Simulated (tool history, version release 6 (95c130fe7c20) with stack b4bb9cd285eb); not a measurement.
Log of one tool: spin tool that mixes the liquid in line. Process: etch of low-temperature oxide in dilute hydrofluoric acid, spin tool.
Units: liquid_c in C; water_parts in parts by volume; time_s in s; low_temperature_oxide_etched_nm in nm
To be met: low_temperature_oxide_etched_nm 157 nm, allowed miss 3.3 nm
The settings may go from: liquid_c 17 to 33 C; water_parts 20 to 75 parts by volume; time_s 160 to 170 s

| run | hour | liquid_c | water_parts | time_s | low_temperature_oxide_etched_nm |
|---|---|---|---|---|---|
| 1 | 0 | 25 | 45 | 160 | 65.071 |
| 2 | 1.4 | 27 | 40 | 160 | 78.97 |
| 3 | 8.1 | 29 | 40 | 160 | 86.18 |
| 4 | 11.2 | 30 | 35 | 160 | 103.74 |
| 5 | 19.2 | 31 | 30 | 160 | 126.62 |
| 6 | 23.3 | 31 | 45 | 160 | 81.847 |
| 7 | 29.6 | 31.5 | 40 | 160 | 94.989 |
| 8 | 31.3 | 32 | 35 | 160 | 111.79 |
| 9 | 35.7 | 32.5 | 30 | 160 | 133.94 |
| 10 | 41.5 | 33 | 25 | 160 | 164.8 |

4 next moves are on the table. One of them brings every result within its allowed miss. Which?
| A | 47.3 | 31.5 | 25 | 160 | ? |
| B | 47.3 | 33 | 25 | 165 | ? |
| C | 47.3 | 29 | 25 | 170 | ? |
| D | 47.3 | 31.5 | 25 | 170 | ? |

| move | low_temperature_oxide_etched_nm |
|---|---|
| A | 155.58 |
| B | 170.26 |
| C | 149.51 |
| D | 165.3 |
A: meets every target
B: further off than the last run
C: takes the result that was furthest off past its target
D: further off than the last run
Answer: A

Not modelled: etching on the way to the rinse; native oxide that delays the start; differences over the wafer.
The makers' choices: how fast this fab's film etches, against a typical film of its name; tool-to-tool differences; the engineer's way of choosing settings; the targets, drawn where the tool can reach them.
